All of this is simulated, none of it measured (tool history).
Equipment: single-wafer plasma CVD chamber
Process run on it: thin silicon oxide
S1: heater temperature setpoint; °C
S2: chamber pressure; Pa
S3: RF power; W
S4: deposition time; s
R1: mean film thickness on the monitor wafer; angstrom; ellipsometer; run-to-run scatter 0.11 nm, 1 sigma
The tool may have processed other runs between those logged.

| run | hour | S1 | S2 | S3 | S4 | R1 |
|---|---|---|---|---|---|---|
| 1 | 0 | 410 | 115.7 | 340 | 14.4 | 277.75 |
| 2 | 5 | 410 | 111.7 | 340 | 14.4 | 267.09 |
| 3 | 7 | 410 | 109.2 | 340 | 14.4 | 263.07 |
| 4 | 9.4 | 410 | 107.1 | 340 | 14.4 | 258.68 |
| 5 | 15.7 | 410 | 105.6 | 340 | 14.4 | 256.52 |
| 6 | 21.6 | 410 | 105.6 | 340 | 14.9 | 268.13 |

The next listed run, before its measurement:
| 7 | 29.9 | 410 | 102.8 | 340 | 14.9 | ? |

R1: 256.43 angstrom

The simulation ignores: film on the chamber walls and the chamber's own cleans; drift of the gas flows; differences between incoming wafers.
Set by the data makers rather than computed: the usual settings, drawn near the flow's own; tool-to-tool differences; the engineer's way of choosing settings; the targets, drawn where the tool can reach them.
